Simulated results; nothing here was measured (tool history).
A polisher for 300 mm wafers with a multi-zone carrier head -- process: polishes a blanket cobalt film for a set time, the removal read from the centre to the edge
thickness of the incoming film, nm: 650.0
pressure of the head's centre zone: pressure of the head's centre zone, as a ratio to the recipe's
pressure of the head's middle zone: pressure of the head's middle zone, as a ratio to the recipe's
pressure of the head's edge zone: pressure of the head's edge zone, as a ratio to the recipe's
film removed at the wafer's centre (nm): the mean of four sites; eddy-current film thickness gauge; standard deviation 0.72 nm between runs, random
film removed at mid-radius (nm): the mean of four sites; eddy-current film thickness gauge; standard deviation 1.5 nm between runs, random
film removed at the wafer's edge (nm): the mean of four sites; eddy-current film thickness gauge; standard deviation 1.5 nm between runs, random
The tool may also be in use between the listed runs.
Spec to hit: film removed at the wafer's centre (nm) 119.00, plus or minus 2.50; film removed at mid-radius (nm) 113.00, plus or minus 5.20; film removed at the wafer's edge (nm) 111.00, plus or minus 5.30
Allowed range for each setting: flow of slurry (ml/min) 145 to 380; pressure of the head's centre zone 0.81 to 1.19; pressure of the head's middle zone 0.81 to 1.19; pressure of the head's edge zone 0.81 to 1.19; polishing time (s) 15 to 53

run    day  flow of slurry (ml/min)  pressure of the head's centre zone  pressure of the head's middle zone  pressure of the head's edge zone  polishing time (s)  film removed at the wafer's centre (nm)  film removed at mid-radius (nm)  film removed at the wafer's edge (nm)
  1  0.000                      245                                1.00                                1.00                              1.00                  34                                   187.41                           191.83                                 193.87
  2  0.275                      245                                1.00                                1.00                              0.93                  34                                   192.41                           196.84                                 191.83
  3  0.362                      245                                0.94                                1.00                              0.93                  34                                   179.78                           189.74                                 191.44
  4  0.529                      245                                0.94                                0.97                              0.93                  34                                   180.75                           190.35                                 190.57
  5  0.771                      270                                0.94                                0.97                              0.93                  34                                   181.31                           190.85                                 191.14
  6  0.812                      225                                0.94                                0.97                              0.93                  34                                   178.98                           186.60                                 187.08
  7  1.025                      210                                0.94                                0.94                              0.90                  30                                   154.28                           160.29                                 162.13
  8  1.283                      200                                0.97                                0.92                              0.88                  27                                   143.90                           141.59                                 143.94
  9  1.588                      195                                0.98                                0.92                              0.86                  25                                   132.03                           128.67                                 133.13
 10  1.904                      185                                1.00                                0.94                              0.85                  24                                   126.31                           124.67                                 127.62
 11  2.012                      185                                1.03                                0.95                              0.84                  23                                   125.44                           117.54                                 117.22
 12  2.217                      180                                1.03                                0.95                              0.83                  23                                   125.91                           119.07                                 118.88
 13  2.242                      175                                1.03                                0.95                              0.82                  23                                   123.72                           119.61                                 119.35
 14  2.283                      175                                1.04                                0.95                              0.82                  23                                   123.85                           118.48                                 119.04
 15  2.471                      175                                1.05                                0.96                              0.82                  23                                   126.74                           119.17                                 118.19

Pick the move, out of 4, that brings all results within their allowed miss; only one does.
  A  2.658                      185                                1.06                                1.07                              0.85                  24                                        ?                                ?                                      ?
  B  2.658                      170                                1.04                                0.94                              0.81                  22                                        ?                                ?                                      ?
  C  2.658                      235                                0.93                                1.12                              0.81                  22                                        ?                                ?                                      ?
  D  2.658                      165                                0.94                                0.87                              0.90                  26                                        ?                                ?                                      ?

move  film removed at the wafer's centre (nm)  film removed at mid-radius (nm)  film removed at the wafer's edge (nm)
   A                                   136.02                           131.25                                 126.40
   B                                   120.29                           111.55                                 112.89
   C                                   115.80                           127.82                                 117.35
   D                                   128.98                           126.74                                 137.43
A: the biggest miss grows against the last run
B: meets every target
C: carries the result that was furthest off beyond its target, to the other side
D: the biggest miss grows against the last run
Go with B: it meets all targets.

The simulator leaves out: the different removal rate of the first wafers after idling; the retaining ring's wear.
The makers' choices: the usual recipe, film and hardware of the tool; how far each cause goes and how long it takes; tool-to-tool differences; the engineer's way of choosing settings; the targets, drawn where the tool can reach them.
